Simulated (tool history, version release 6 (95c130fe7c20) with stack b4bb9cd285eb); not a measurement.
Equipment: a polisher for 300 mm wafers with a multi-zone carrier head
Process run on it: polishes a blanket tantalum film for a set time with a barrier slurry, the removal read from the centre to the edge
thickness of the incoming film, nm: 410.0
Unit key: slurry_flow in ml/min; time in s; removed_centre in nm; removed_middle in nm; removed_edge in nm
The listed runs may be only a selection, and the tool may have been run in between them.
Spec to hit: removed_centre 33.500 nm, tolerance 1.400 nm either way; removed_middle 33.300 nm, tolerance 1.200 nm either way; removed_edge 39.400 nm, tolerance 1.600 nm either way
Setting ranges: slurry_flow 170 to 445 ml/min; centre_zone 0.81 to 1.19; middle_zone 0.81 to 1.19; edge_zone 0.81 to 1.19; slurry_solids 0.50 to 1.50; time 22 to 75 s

run 1 day=0.000 | slurry_flow=285 centre_zone=1.00 middle_zone=1.00 edge_zone=1.00 slurry_solids=1.00 time=48 | removed_centre=44.515 removed_middle=47.613 removed_edge=48.006
run 2 day=0.371 | slurry_flow=280 centre_zone=0.98 middle_zone=0.95 edge_zone=1.00 slurry_solids=0.85 time=47 | removed_centre=41.398 removed_middle=42.622 removed_edge=45.088
run 3 day=0.617 | slurry_flow=280 centre_zone=0.98 middle_zone=0.95 edge_zone=1.00 slurry_solids=0.85 time=41 | removed_centre=35.142 removed_middle=37.100 removed_edge=39.990
run 4 day=0.875 | slurry_flow=335 centre_zone=0.98 middle_zone=0.95 edge_zone=1.00 slurry_solids=0.85 time=41 | removed_centre=36.466 removed_middle=37.865 removed_edge=39.902
run 5 day=1.208 | slurry_flow=325 centre_zone=0.97 middle_zone=0.92 edge_zone=1.01 slurry_solids=0.85 time=41 | removed_centre=36.212 removed_middle=36.498 removed_edge=40.205
run 6 day=1.483 | slurry_flow=325 centre_zone=0.97 middle_zone=0.92 edge_zone=1.01 slurry_solids=0.95 time=41 | removed_centre=36.263 removed_middle=38.366 removed_edge=40.980
run 7 day=1.554 | slurry_flow=325 centre_zone=0.97 middle_zone=0.92 edge_zone=1.01 slurry_solids=0.95 time=41 | removed_centre=37.507 removed_middle=38.051 removed_edge=41.128
run 8 day=1.746 | slurry_flow=325 centre_zone=0.97 middle_zone=0.92 edge_zone=1.01 slurry_solids=0.95 time=41 | removed_centre=36.514 removed_middle=38.333 removed_edge=40.625
run 9 day=2.029 | slurry_flow=315 centre_zone=0.96 middle_zone=0.89 edge_zone=1.02 slurry_solids=0.90 time=41 | removed_centre=35.327 removed_middle=36.437 removed_edge=41.286
run 10 day=2.338 | slurry_flow=310 centre_zone=0.96 middle_zone=0.87 edge_zone=1.01 slurry_solids=0.85 time=41 | removed_centre=35.613 removed_middle=34.796 removed_edge=40.914
run 11 day=2.429 | slurry_flow=310 centre_zone=0.95 middle_zone=0.87 edge_zone=1.00 slurry_solids=0.85 time=41 | removed_centre=34.117 removed_middle=35.504 removed_edge=38.961
run 12 day=2.658 | slurry_flow=310 centre_zone=0.95 middle_zone=0.87 edge_zone=1.00 slurry_solids=0.85 time=41 | removed_centre=35.143 removed_middle=35.138 removed_edge=40.030
run 13 day=2.967 | slurry_flow=305 centre_zone=0.94 middle_zone=0.86 edge_zone=1.00 slurry_solids=0.85 time=41 | removed_centre=33.967 removed_middle=35.244 removed_edge=39.742

Exercise: of the 4 proposed moves below, exactly one satisfies all targets within the stated allowed misses. Which move is it?
run A day=3.275 | slurry_flow=215 centre_zone=1.02 middle_zone=0.87 edge_zone=1.18 slurry_solids=0.80 time=39 | removed_centre=? removed_middle=? removed_edge=?
run B day=3.275 | slurry_flow=325 centre_zone=1.11 middle_zone=0.81 edge_zone=1.01 slurry_solids=0.75 time=39 | removed_centre=? removed_middle=? removed_edge=?
run C day=3.275 | slurry_flow=325 centre_zone=0.92 middle_zone=0.90 edge_zone=0.96 slurry_solids=0.85 time=37 | removed_centre=? removed_middle=? removed_edge=?
run D day=3.275 | slurry_flow=335 centre_zone=0.94 middle_zone=0.85 edge_zone=1.05 slurry_solids=0.75 time=41 | removed_centre=? removed_middle=? removed_edge=?

move=A removed_centre=33.036 removed_middle=31.731 removed_edge=39.141
move=B removed_centre=37.472 removed_middle=30.987 removed_edge=37.291
move=C removed_centre=30.331 removed_middle=33.110 removed_edge=35.661
move=D removed_centre=33.389 removed_middle=34.010 removed_edge=39.956
A: carries the result that was furthest off beyond its target, to the other side
B: carries the result that was furthest off beyond its target, to the other side
C: corrects the largest miss of the last run, while another result sits out of spec
D: meets every target
The right move is D.

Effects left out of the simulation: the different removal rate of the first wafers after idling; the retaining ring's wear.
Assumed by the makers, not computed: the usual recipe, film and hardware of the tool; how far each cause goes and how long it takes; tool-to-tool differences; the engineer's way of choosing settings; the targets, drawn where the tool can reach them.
